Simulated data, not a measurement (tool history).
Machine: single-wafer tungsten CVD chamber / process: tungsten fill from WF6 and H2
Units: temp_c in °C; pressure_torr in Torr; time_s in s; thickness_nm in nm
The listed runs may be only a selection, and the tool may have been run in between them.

{"run": 1, "hour": 0.0, "temp_c": 370, "pressure_torr": 33.1, "time_s": 9.6, "thickness_nm": 15.412}
{"run": 2, "hour": 6.1, "temp_c": 374, "pressure_torr": 33.2, "time_s": 9.6, "thickness_nm": 16.886}
{"run": 3, "hour": 13.3, "temp_c": 377, "pressure_torr": 33.2, "time_s": 9.6, "thickness_nm": 18.19}
{"run": 4, "hour": 14.3, "temp_c": 377, "pressure_torr": 35.8, "time_s": 9.6, "thickness_nm": 18.863}
{"run": 5, "hour": 20.6, "temp_c": 378, "pressure_torr": 35.8, "time_s": 9.6, "thickness_nm": 19.283}
{"run": 6, "hour": 29.4, "temp_c": 379, "pressure_torr": 35.8, "time_s": 9.6, "thickness_nm": 19.713}
{"run": 7, "hour": 32.4, "temp_c": 380, "pressure_torr": 35.8, "time_s": 9.6, "thickness_nm": 20.251}
{"run": 8, "hour": 35.8, "temp_c": 381, "pressure_torr": 35.8, "time_s": 9.6, "thickness_nm": 20.779}

Run 9 comes next. What will it give?
{"run": 9, "hour": 42.0, "temp_c": 382, "pressure_torr": 35.8, "time_s": 9.6, "thickness_nm": "?"}

Run 9 gave thickness_nm 21.136 nm.

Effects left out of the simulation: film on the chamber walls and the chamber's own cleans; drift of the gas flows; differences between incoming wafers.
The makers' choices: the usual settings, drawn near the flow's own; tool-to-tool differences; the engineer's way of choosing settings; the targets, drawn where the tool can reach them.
